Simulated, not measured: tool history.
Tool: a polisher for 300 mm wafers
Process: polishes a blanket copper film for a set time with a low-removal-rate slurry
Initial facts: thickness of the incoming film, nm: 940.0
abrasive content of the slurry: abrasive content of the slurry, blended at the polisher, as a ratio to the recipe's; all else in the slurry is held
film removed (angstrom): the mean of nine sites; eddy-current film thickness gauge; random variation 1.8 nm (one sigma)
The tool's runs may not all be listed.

run	day	flow of slurry (ml/min)	pressure of the wafer on the pad (psi)	speed of the pad under the wafer (cm/s)	abrasive content of the slurry	polishing time (s)	film removed (angstrom)
1	0	155	2.9	102	1	111	3508
2	0.325	140	2.9	102	1	111	3539.6
3	0.454	140	2.4	90	1	111	2531.8
4	0.488	140	2	86	1	111	2082.2
5	0.621	140	2.4	86	1	111	2457
6	0.871	170	2.4	86	1	111	2529.1
7	1.212	165	2	82	1	111	2042.6
8	1.325	165	1.8	80	1	111	1818.4
9	1.667	165	1.6	80	1	111	1705
10	1.925	165	1.5	78	1	111	1570.9
11	2.121	155	1.3	78	1	111	1389.1

Run 12 comes next. What will it give?
12	2.412	160	1.3	78	1	111	?

Run 12 measured film removed (angstrom) 1367.
